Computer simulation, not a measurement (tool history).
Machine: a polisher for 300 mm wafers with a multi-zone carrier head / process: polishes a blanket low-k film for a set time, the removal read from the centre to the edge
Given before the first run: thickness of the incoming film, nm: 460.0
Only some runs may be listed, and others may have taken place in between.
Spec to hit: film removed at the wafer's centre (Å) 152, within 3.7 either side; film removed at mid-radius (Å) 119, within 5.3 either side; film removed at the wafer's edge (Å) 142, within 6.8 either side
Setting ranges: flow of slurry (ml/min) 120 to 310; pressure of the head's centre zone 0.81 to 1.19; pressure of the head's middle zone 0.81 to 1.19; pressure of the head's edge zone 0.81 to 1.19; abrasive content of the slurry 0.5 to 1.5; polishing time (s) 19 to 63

run	hour	flow of slurry (ml/min)	pressure of the head's centre zone	pressure of the head's middle zone	pressure of the head's edge zone	abrasive content of the slurry	polishing time (s)	film removed at the wafer's centre (Å)	film removed at mid-radius (Å)	film removed at the wafer's edge (Å)
1	0	200	1	1	1	1	41	247.03	240.1	251.09
2	7.4	195	1.01	0.96	0.99	0.9	39	226.89	216.71	221.61
3	14.1	195	1.03	0.93	1.03	0.85	36	212.43	191.33	206.88
4	15.9	195	1.04	0.91	1.05	0.8	34	197.52	172.72	190.66
5	24.4	195	1.04	0.96	1.05	0.8	34	196.54	179.41	193.3
6	25.3	195	1.05	0.93	1.06	0.75	33	186.45	164.09	185.66
7	33.2	190	1.06	0.91	1.05	0.7	32	176.62	152.41	168.86
8	39	190	1.06	0.91	1.05	0.7	32	177.9	149.96	173.86
9	40.1	180	1.05	0.89	1.01	0.65	32	168.21	145.23	166.42
10	47.4	175	1.06	0.88	1	0.6	32	167.83	138.15	157.62
11	55.6	175	1.06	0.88	1	0.6	32	164.64	138.17	156.66
12	57.4	170	1.06	0.87	1	0.6	32	164.5	136.53	151.5
13	65.2	165	1.06	0.86	1.02	0.6	32	160.38	132.89	157.67
14	71.9	160	1.06	0.85	1.01	0.6	32	162.47	133.33	154.43
15	74.9	155	1.06	0.84	1.01	0.6	32	162.33	129.15	159.06
16	77.6	160	1.05	0.81	0.91	0.5	31	145.19	115.15	131.71
17	84.9	165	1.05	0.81	0.93	0.5	31	147.09	114.07	138.69
18	88.1	170	1.05	0.81	0.93	0.5	31	145.95	116.05	135.16
19	90.1	170	1.06	0.81	0.94	0.5	31	145.92	111.88	135.51
20	97.9	170	1.06	0.82	0.95	0.5	31	147.86	119.08	141.61

Which single option among these 5 for the next run brings every result within its allowed miss of target? Just one does.
A	105.7	245	1.04	0.83	1.06	0.55	27	?	?	?
B	105.7	145	1.08	0.82	0.96	0.5	32	?	?	?
C	105.7	175	1.03	0.84	0.93	0.5	31	?	?	?
D	105.7	160	1.04	0.84	0.95	0.5	30	?	?	?
E	105.7	190	0.99	0.87	0.99	0.5	31	?	?	?

move	film removed at the wafer's centre (Å)	film removed at mid-radius (Å)	film removed at the wafer's edge (Å)
A	139.99	111.39	137.71
B	152.03	116.56	141.79
C	145.41	118.72	138.2
D	139.84	113.28	133.74
E	141.79	123.73	143.56
A: moves away from the targets compared with the last run
B: each result inside its tolerance
C: moves away from the targets compared with the last run
D: moves away from the targets compared with the last run
E: moves away from the targets compared with the last run
Move B is the one to make.

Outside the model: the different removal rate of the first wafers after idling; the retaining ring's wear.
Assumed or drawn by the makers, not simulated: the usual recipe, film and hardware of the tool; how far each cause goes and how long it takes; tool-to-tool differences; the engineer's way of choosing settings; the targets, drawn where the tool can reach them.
